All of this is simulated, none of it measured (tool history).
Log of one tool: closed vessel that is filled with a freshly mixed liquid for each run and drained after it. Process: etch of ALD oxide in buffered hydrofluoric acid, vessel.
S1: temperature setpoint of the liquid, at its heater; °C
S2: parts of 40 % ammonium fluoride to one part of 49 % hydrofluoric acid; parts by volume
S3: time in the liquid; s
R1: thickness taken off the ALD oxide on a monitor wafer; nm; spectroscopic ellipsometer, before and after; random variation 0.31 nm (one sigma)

Run 1, hour 0: S1 22 °C, S2 19 parts by volume, S3 85 s. Result: R1 86.754 nm.
Run 2, hour 5.4: S1 22 °C, S2 19 parts by volume, S3 95 s. Result: R1 97.048 nm.
Run 3, hour 13.9: S1 22 °C, S2 19 parts by volume, S3 95 s. Result: R1 97.661 nm.
Run 4, hour 21.7: S1 22 °C, S2 16.5 parts by volume, S3 95 s. Result: R1 110.84 nm.
Run 5, hour 24.2: S1 18.5 °C, S2 16.5 parts by volume, S3 95 s. Result: R1 91.379 nm.
Run 6, hour 31.1: S1 17 °C, S2 16.5 parts by volume, S3 95 s. Result: R1 84.196 nm.

Run 7 comes next. What will it give?
Run 7, hour 33.3: S1 17 °C, S2 18.5 parts by volume, S3 95 s. Result: R1 ?.

{"run 7": {"R1": 75.454}}

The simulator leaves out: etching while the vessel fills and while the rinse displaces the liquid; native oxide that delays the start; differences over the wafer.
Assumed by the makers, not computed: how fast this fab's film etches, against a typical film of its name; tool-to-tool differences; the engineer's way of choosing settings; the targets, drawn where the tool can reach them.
